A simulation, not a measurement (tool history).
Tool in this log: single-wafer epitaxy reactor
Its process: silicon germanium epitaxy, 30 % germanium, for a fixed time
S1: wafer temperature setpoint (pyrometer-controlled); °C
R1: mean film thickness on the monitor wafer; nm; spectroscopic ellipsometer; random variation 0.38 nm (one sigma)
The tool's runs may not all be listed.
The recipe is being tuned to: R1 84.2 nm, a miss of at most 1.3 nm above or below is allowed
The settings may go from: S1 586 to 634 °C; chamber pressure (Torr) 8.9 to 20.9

{"run": 1, "hour": 0.0, "S1": 610, "chamber pressure (Torr)": 14.9, "R1": 60.271}
{"run": 2, "hour": 1.3, "S1": 610, "chamber pressure (Torr)": 16.7, "R1": 62.633}
{"run": 3, "hour": 9.0, "S1": 615, "chamber pressure (Torr)": 16.8, "R1": 69.286}
{"run": 4, "hour": 16.7, "S1": 618, "chamber pressure (Torr)": 16.8, "R1": 73.189}
{"run": 5, "hour": 23.2, "S1": 620, "chamber pressure (Torr)": 16.8, "R1": 76.428}
{"run": 6, "hour": 28.9, "S1": 622, "chamber pressure (Torr)": 16.8, "R1": 80.061}
{"run": 7, "hour": 29.8, "S1": 623, "chamber pressure (Torr)": 16.8, "R1": 80.684}
{"run": 8, "hour": 37.2, "S1": 624, "chamber pressure (Torr)": 16.8, "R1": 82.69}

Consider the 4 candidate settings below. Which is the only one whose results all fall within their allowed miss of target?
{"run": "A", "hour": 44.6, "S1": 627, "chamber pressure (Torr)": 16.4, "R1": "?"}
{"run": "B", "hour": 44.6, "S1": 627, "chamber pressure (Torr)": 15.2, "R1": "?"}
{"run": "C", "hour": 44.6, "S1": 627, "chamber pressure (Torr)": 16.9, "R1": "?"}
{"run": "D", "hour": 44.6, "S1": 622, "chamber pressure (Torr)": 17.5, "R1": "?"}

move=A R1=86.446
move=B R1=84.015
move=C R1=87.429
move=D R1=80.418
A: the result that was furthest off in the last run now lies on the other side of its target
B: all results in spec
C: the result that was furthest off in the last run now lies on the other side of its target
D: the biggest miss grows against the last run
The move that meets every target is B.
